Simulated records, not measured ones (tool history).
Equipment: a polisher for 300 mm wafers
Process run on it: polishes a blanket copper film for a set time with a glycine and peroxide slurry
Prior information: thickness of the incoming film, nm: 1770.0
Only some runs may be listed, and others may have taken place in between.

run,day,flow of slurry (ml/min),pressure of the wafer on the pad (kPa),speed of the pad under the wafer (m/s),polishing time (s),film removed (Å)
1,0.000,125,17.2,0.96,50,2859.6
2,0.271,125,17.2,1.14,50,3336.5
3,0.533,125,16.5,1.14,50,3125.2
4,0.712,125,20.7,1.14,50,3874.5
5,0.942,125,23.4,1.14,50,4260.4
6,1.121,125,23.4,1.04,50,3965.0
7,1.254,110,18.6,0.96,50,2981.6

Forecast run 8:
8,1.417,110,17.9,0.96,50,?

film removed (Å): 2946.1
